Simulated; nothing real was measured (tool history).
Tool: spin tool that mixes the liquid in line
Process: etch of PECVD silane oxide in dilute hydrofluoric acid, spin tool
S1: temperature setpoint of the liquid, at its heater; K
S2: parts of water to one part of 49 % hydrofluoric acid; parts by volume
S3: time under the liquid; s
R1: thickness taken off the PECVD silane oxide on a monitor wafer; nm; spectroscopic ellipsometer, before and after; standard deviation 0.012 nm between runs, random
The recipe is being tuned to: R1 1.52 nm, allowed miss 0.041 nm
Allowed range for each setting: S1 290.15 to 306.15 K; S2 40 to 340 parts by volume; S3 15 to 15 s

run 1 hour=0 | S1=298.15 S2=190 S3=15 | R1=2.5465
run 2 hour=8.6 | S1=298.15 S2=245 S3=15 | R1=1.8538
run 3 hour=13.9 | S1=298.15 S2=245 S3=15 | R1=1.877
run 4 hour=17.3 | S1=298.15 S2=245 S3=15 | R1=1.8522
run 5 hour=24.1 | S1=297.15 S2=245 S3=15 | R1=1.7933
run 6 hour=30.8 | S1=295.15 S2=245 S3=15 | R1=1.6905
run 7 hour=32.3 | S1=294.65 S2=245 S3=15 | R1=1.6167
run 8 hour=34.2 | S1=293.65 S2=245 S3=15 | R1=1.5661

5 candidate next runs follow, results not yet known. Just one meets every target within its allowed miss. Identify it.
run A hour=36.1 | S1=295.65 S2=250 S3=15 | R1=?
run B hour=36.1 | S1=295.15 S2=250 S3=15 | R1=?
run C hour=36.1 | S1=291.15 S2=215 S3=15 | R1=?
run D hour=36.1 | S1=293.65 S2=250 S3=15 | R1=?
run E hour=36.1 | S1=292.65 S2=235 S3=15 | R1=?

move=A R1=1.6458
move=B R1=1.616
move=C R1=1.6693
move=D R1=1.5288
move=E R1=1.5885
A: further off than the last run
B: further off than the last run
C: further off than the last run
D: every result lands within tolerance
E: further off than the last run
The right move is D.

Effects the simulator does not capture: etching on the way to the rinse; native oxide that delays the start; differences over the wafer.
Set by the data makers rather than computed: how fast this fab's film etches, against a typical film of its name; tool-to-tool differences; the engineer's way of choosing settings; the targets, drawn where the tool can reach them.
